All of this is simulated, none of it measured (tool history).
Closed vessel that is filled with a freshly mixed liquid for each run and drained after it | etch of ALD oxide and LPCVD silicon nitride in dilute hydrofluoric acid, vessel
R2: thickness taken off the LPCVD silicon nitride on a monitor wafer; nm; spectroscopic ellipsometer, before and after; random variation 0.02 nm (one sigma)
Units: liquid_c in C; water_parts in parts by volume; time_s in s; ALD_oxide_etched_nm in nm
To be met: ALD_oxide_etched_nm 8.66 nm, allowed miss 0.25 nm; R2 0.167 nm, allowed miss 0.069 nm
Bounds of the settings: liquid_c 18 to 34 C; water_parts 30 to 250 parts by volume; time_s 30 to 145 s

{"run": 1, "day": 0.0, "liquid_c": 26, "water_parts": 140, "time_s": 75, "ALD_oxide_etched_nm": 14.12, "R2": 0.33194}
{"run": 2, "day": 0.267, "liquid_c": 25, "water_parts": 145, "time_s": 75, "ALD_oxide_etched_nm": 12.909, "R2": 0.26713}
{"run": 3, "day": 0.425, "liquid_c": 25, "water_parts": 145, "time_s": 100, "ALD_oxide_etched_nm": 17.331, "R2": 0.3923}
{"run": 4, "day": 0.533, "liquid_c": 25, "water_parts": 125, "time_s": 100, "ALD_oxide_etched_nm": 20.492, "R2": 0.49682}
{"run": 5, "day": 0.65, "liquid_c": 22, "water_parts": 125, "time_s": 100, "ALD_oxide_etched_nm": 18.184, "R2": 0.34505}
{"run": 6, "day": 0.696, "liquid_c": 22, "water_parts": 125, "time_s": 125, "ALD_oxide_etched_nm": 22.78, "R2": 0.45636}
{"run": 7, "day": 1.017, "liquid_c": 21.5, "water_parts": 140, "time_s": 125, "ALD_oxide_etched_nm": 19.504, "R2": 0.39566}
{"run": 8, "day": 1.325, "liquid_c": 21, "water_parts": 150, "time_s": 125, "ALD_oxide_etched_nm": 17.827, "R2": 0.354}
{"day": 1.658, "done": "hydrofluoric acid flow meter replaced"}
{"run": 9, "day": 1.658, "liquid_c": 20.5, "water_parts": 160, "time_s": 125, "ALD_oxide_etched_nm": 14.149, "R2": 0.31182}
{"run": 10, "day": 1.8, "liquid_c": 20, "water_parts": 165, "time_s": 125, "ALD_oxide_etched_nm": 13.375, "R2": 0.23449}
{"run": 11, "day": 2.15, "liquid_c": 20, "water_parts": 170, "time_s": 125, "ALD_oxide_etched_nm": 12.825, "R2": 0.29374}
{"run": 12, "day": 2.475, "liquid_c": 18, "water_parts": 210, "time_s": 120, "ALD_oxide_etched_nm": 8.971, "R2": 0.18441}

Which of these 5 next moves meets every target?
{"run": "A", "day": 2.8, "liquid_c": 18, "water_parts": 195, "time_s": 105, "ALD_oxide_etched_nm": "?", "R2": "?"}
{"run": "B", "day": 2.8, "liquid_c": 18, "water_parts": 160, "time_s": 90, "ALD_oxide_etched_nm": "?", "R2": "?"}
{"run": "C", "day": 2.8, "liquid_c": 20, "water_parts": 195, "time_s": 105, "ALD_oxide_etched_nm": "?", "R2": "?"}
{"run": "D", "day": 2.8, "liquid_c": 18, "water_parts": 160, "time_s": 95, "ALD_oxide_etched_nm": "?", "R2": "?"}
{"run": "E", "day": 2.8, "liquid_c": 19, "water_parts": 235, "time_s": 140, "ALD_oxide_etched_nm": "?", "R2": "?"}

move=A ALD_oxide_etched_nm=8.6738 R2=0.17386
move=B ALD_oxide_etched_nm=9.3709 R2=0.18035
move=C ALD_oxide_etched_nm=9.3802 R2=0.19853
move=D ALD_oxide_etched_nm=9.8915 R2=0.19037
move=E ALD_oxide_etched_nm=9.6117 R2=0.20692
A: meets every target
B: further off than the last run
C: further off than the last run
D: further off than the last run
E: further off than the last run
Answer: A
